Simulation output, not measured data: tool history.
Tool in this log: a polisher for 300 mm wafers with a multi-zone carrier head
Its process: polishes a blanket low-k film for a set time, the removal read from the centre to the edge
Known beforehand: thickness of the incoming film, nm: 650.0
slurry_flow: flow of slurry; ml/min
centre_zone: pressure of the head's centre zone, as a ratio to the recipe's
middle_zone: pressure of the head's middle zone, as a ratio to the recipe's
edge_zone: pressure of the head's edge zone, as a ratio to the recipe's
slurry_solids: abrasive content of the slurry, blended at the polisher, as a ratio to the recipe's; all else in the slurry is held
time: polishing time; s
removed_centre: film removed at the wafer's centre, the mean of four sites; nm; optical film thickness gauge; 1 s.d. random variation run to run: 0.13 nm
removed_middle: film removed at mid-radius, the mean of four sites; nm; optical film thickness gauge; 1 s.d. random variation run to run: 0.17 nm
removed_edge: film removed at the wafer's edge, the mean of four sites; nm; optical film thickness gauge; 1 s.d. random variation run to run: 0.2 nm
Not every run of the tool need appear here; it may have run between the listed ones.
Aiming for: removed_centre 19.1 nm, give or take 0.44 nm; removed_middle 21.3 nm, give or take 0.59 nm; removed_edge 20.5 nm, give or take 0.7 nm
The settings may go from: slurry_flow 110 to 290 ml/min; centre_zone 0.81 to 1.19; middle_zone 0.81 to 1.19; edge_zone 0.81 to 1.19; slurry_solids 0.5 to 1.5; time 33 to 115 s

Run 1, day 0: slurry_flow 185 ml/min, centre_zone 1, middle_zone 1, edge_zone 1, slurry_solids 1, time 73 s. Result: removed_centre 23.823 nm, removed_middle 23.551 nm, removed_edge 23.989 nm.
Run 2, day 0.362: slurry_flow 185 ml/min, centre_zone 1, middle_zone 1, edge_zone 1, slurry_solids 1, time 89 s. Result: removed_centre 29.014 nm, removed_middle 28.842 nm, removed_edge 28.552 nm.
Run 3, day 0.696: slurry_flow 185 ml/min, centre_zone 1, middle_zone 1.08, edge_zone 1, slurry_solids 1, time 89 s. Result: removed_centre 29.244 nm, removed_middle 30.516 nm, removed_edge 28.954 nm.
Run 4, day 0.804: slurry_flow 180 ml/min, centre_zone 0.98, middle_zone 1.06, edge_zone 0.98, slurry_solids 0.95, time 89 s. Result: removed_centre 27.253 nm, removed_middle 28.895 nm, removed_edge 27.77 nm.
Run 5, day 1.008: slurry_flow 180 ml/min, centre_zone 0.97, middle_zone 1.05, edge_zone 0.96, slurry_solids 0.9, time 89 s. Result: removed_centre 26.448 nm, removed_middle 27.844 nm, removed_edge 26.262 nm.
Run 6, day 1.358: slurry_flow 175 ml/min, centre_zone 0.95, middle_zone 1.03, edge_zone 0.94, slurry_solids 0.9, time 89 s. Result: removed_centre 25.791 nm, removed_middle 26.973 nm, removed_edge 26.614 nm.
Run 7, day 1.667: slurry_flow 175 ml/min, centre_zone 0.94, middle_zone 1.03, edge_zone 0.93, slurry_solids 0.85, time 89 s. Result: removed_centre 24.853 nm, removed_middle 26.312 nm, removed_edge 25.658 nm.
Run 8, day 1.988: slurry_flow 175 ml/min, centre_zone 0.93, middle_zone 1.03, edge_zone 0.92, slurry_solids 0.8, time 89 s. Result: removed_centre 23.467 nm, removed_middle 25.399 nm, removed_edge 24.565 nm.
Run 9, day 2.312: slurry_flow 175 ml/min, centre_zone 0.92, middle_zone 1.03, edge_zone 0.91, slurry_solids 0.75, time 89 s. Result: removed_centre 22.682 nm, removed_middle 24.509 nm, removed_edge 23.545 nm.
Run 10, day 2.592: slurry_flow 175 ml/min, centre_zone 0.92, middle_zone 1.03, edge_zone 0.91, slurry_solids 0.75, time 89 s. Result: removed_centre 22.573 nm, removed_middle 24.737 nm, removed_edge 23.551 nm.
Run 11, day 2.804: slurry_flow 135 ml/min, centre_zone 0.85, middle_zone 0.97, edge_zone 0.81, slurry_solids 0.55, time 89 s. Result: removed_centre 15.943 nm, removed_middle 18.31 nm, removed_edge 17.787 nm.
Run 12, day 2.979: slurry_flow 185 ml/min, centre_zone 0.86, middle_zone 0.98, edge_zone 0.86, slurry_solids 0.55, time 89 s. Result: removed_centre 17.205 nm, removed_middle 19.407 nm, removed_edge 18.914 nm.
Run 13, day 3.133: slurry_flow 190 ml/min, centre_zone 0.86, middle_zone 0.99, edge_zone 0.87, slurry_solids 0.55, time 89 s. Result: removed_centre 17.256 nm, removed_middle 20.014 nm, removed_edge 19.083 nm.
Run 14, day 3.488: slurry_flow 195 ml/min, centre_zone 0.87, middle_zone 0.99, edge_zone 0.88, slurry_solids 0.55, time 89 s. Result: removed_centre 17.518 nm, removed_middle 19.662 nm, removed_edge 18.977 nm.
Run 15, day 3.675: slurry_flow 245 ml/min, centre_zone 0.88, middle_zone 1.04, edge_zone 0.96, slurry_solids 0.65, time 89 s. Result: removed_centre 20.665 nm, removed_middle 23.537 nm, removed_edge 22.66 nm.
Run 16, day 3.708: slurry_flow 240 ml/min, centre_zone 0.88, middle_zone 1.03, edge_zone 0.94, slurry_solids 0.65, time 89 s. Result: removed_centre 20.553 nm, removed_middle 23.645 nm, removed_edge 22.51 nm.
Run 17, day 3.738: slurry_flow 230 ml/min, centre_zone 0.88, middle_zone 1.02, edge_zone 0.93, slurry_solids 0.65, time 89 s. Result: removed_centre 20.521 nm, removed_middle 23.147 nm, removed_edge 22.555 nm.
Run 18, day 3.783: slurry_flow 220 ml/min, centre_zone 0.88, middle_zone 1.02, edge_zone 0.92, slurry_solids 0.65, time 89 s. Result: removed_centre 20.556 nm, removed_middle 22.781 nm, removed_edge 22.1 nm.
Run 19, day 3.975: slurry_flow 215 ml/min, centre_zone 0.88, middle_zone 1.02, edge_zone 0.91, slurry_solids 0.65, time 89 s. Result: removed_centre 20.164 nm, removed_middle 23.441 nm, removed_edge 21.843 nm.
Run 20, day 4.242: slurry_flow 210 ml/min, centre_zone 0.88, middle_zone 1.02, edge_zone 0.91, slurry_solids 0.65, time 89 s. Result: removed_centre 20.166 nm, removed_middle 22.568 nm, removed_edge 22.412 nm.
Run 21, day 4.546: slurry_flow 205 ml/min, centre_zone 0.88, middle_zone 1.02, edge_zone 0.91, slurry_solids 0.65, time 89 s. Result: removed_centre 20.137 nm, removed_middle 22.658 nm, removed_edge 21.418 nm.
Run 22, day 4.838: slurry_flow 200 ml/min, centre_zone 0.88, middle_zone 1.02, edge_zone 0.91, slurry_solids 0.65, time 89 s. Result: removed_centre 20.203 nm, removed_middle 22.682 nm, removed_edge 22.104 nm.
Run 23, day 5.029: slurry_flow 200 ml/min, centre_zone 0.88, middle_zone 1.01, edge_zone 0.9, slurry_solids 0.65, time 89 s. Result: removed_centre 20.061 nm, removed_middle 22.927 nm, removed_edge 21.421 nm.
Run 24, day 5.171: slurry_flow 195 ml/min, centre_zone 0.88, middle_zone 1.01, edge_zone 0.9, slurry_solids 0.65, time 89 s. Result: removed_centre 20.008 nm, removed_middle 22.917 nm, removed_edge 21.422 nm.
Run 25, day 5.367: slurry_flow 195 ml/min, centre_zone 0.88, middle_zone 1.01, edge_zone 0.9, slurry_solids 0.65, time 89 s. Result: removed_centre 19.975 nm, removed_middle 22.34 nm, removed_edge 21.69 nm.
Run 26, day 5.438: slurry_flow 190 ml/min, centre_zone 0.88, middle_zone 1.01, edge_zone 0.89, slurry_solids 0.65, time 89 s. Result: removed_centre 19.878 nm, removed_middle 22.131 nm, removed_edge 21.709 nm.
Run 27, day 5.742: slurry_flow 185 ml/min, centre_zone 0.88, middle_zone 1.01, edge_zone 0.9, slurry_solids 0.65, time 89 s. Result: removed_centre 19.767 nm, removed_middle 22.366 nm, removed_edge 21.692 nm.
Run 28, day 5.896: slurry_flow 185 ml/min, centre_zone 0.88, middle_zone 1.01, edge_zone 0.89, slurry_solids 0.65, time 89 s. Result: removed_centre 19.829 nm, removed_middle 22.133 nm, removed_edge 21.441 nm.

Next run, 4 choices. One meets every target within its allowed miss, the rest don't. Which?
Run A, day 6.05: slurry_flow 155 ml/min, centre_zone 0.9, middle_zone 1.01, edge_zone 0.86, slurry_solids 0.8, time 76 s. Result: removed_centre ?, removed_middle ?, removed_edge ?.
Run B, day 6.05: slurry_flow 180 ml/min, centre_zone 0.85, middle_zone 0.96, edge_zone 0.9, slurry_solids 0.5, time 113 s. Result: removed_centre ?, removed_middle ?, removed_edge ?.
Run C, day 6.05: slurry_flow 195 ml/min, centre_zone 0.9, middle_zone 0.96, edge_zone 0.89, slurry_solids 0.6, time 91 s. Result: removed_centre ?, removed_middle ?, removed_edge ?.
Run D, day 6.05: slurry_flow 165 ml/min, centre_zone 0.93, middle_zone 0.89, edge_zone 0.98, slurry_solids 0.75, time 82 s. Result: removed_centre ?, removed_middle ?, removed_edge ?.

move  removed_centre  removed_middle  removed_edge
   A          19.074           21.22        20.278
   B          19.961          22.659        22.555
   C          19.819            21.2         20.97
   D          20.722          20.452        22.091
A: all results land within tolerance of their targets
B: lands further from the targets than the last run did
C: about as far from the targets as the last run
D: lands further from the targets than the last run did
A is the move that brings every result within its allowed miss.
